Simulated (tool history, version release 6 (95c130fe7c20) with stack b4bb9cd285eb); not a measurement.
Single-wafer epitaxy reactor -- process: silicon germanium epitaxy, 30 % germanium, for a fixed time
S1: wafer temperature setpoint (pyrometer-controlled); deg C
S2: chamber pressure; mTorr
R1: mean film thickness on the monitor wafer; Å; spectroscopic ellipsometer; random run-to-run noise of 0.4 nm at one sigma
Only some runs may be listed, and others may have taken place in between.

| run | hour | S1 | S2 | R1 |
|---|---|---|---|---|
| 1 | 0.0 | 615 | 15200 | 747.27 |
| 2 | 3.0 | 610 | 15200 | 673.56 |
| 3 | 8.5 | 606 | 15200 | 615.27 |
| 4 | 15.7 | 608 | 15200 | 646.78 |
| 5 | 24.1 | 610 | 15200 | 674.35 |
| 6 | 25.6 | 603 | 15200 | 581.83 |
| 7 | 30.1 | 606 | 15200 | 619.84 |

Expected results for the next run?
| 8 | 36.0 | 608 | 15200 | ? |

Run 8 gave R1 644.80 Å.

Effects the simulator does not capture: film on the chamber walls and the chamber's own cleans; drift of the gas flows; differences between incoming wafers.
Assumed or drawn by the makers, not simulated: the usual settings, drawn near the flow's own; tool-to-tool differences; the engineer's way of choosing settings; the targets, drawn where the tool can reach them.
